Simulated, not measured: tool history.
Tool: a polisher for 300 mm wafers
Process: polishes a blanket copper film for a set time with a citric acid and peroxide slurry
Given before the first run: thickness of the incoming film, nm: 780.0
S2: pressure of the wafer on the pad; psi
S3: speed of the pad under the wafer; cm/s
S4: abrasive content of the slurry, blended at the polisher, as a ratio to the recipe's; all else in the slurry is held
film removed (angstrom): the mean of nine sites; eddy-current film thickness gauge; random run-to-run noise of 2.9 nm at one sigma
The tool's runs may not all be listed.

{"run": 1, "hour": 0.0, "flow of slurry (ml/min)": 135, "S2": 3.6, "S3": 90, "S4": 1, "polishing time (s)": 107, "film removed (angstrom)": 2584.9}
{"run": 2, "hour": 4.4, "flow of slurry (ml/min)": 155, "S2": 3.6, "S3": 90, "S4": 1, "polishing time (s)": 107, "film removed (angstrom)": 2699.6}
{"run": 3, "hour": 9.6, "flow of slurry (ml/min)": 155, "S2": 3.6, "S3": 90, "S4": 0.9, "polishing time (s)": 107, "film removed (angstrom)": 2646}
{"run": 4, "hour": 10.6, "flow of slurry (ml/min)": 145, "S2": 3.5, "S3": 90, "S4": 0.9, "polishing time (s)": 107, "film removed (angstrom)": 2503.6}
{"run": 5, "hour": 14.7, "flow of slurry (ml/min)": 145, "S2": 4.1, "S3": 90, "S4": 0.9, "polishing time (s)": 107, "film removed (angstrom)": 2933.8}
{"run": 6, "hour": 23.1, "flow of slurry (ml/min)": 145, "S2": 4.1, "S3": 90, "S4": 0.9, "polishing time (s)": 107, "film removed (angstrom)": 2955.8}
{"run": 7, "hour": 29.6, "flow of slurry (ml/min)": 140, "S2": 3.8, "S3": 90, "S4": 0.9, "polishing time (s)": 107, "film removed (angstrom)": 2711.7}
{"hour": 30.3, "done": "worn pad replaced by a new one"}
{"run": 8, "hour": 30.3, "flow of slurry (ml/min)": 135, "S2": 3.6, "S3": 90, "S4": 0.9, "polishing time (s)": 107, "film removed (angstrom)": 2762.6}

The next listed run, before its measurement:
{"run": 9, "hour": 34.9, "flow of slurry (ml/min)": 135, "S2": 2.6, "S3": 86, "S4": 0.9, "polishing time (s)": 107, "film removed (angstrom)": "?"}

film removed (angstrom): 1918.1
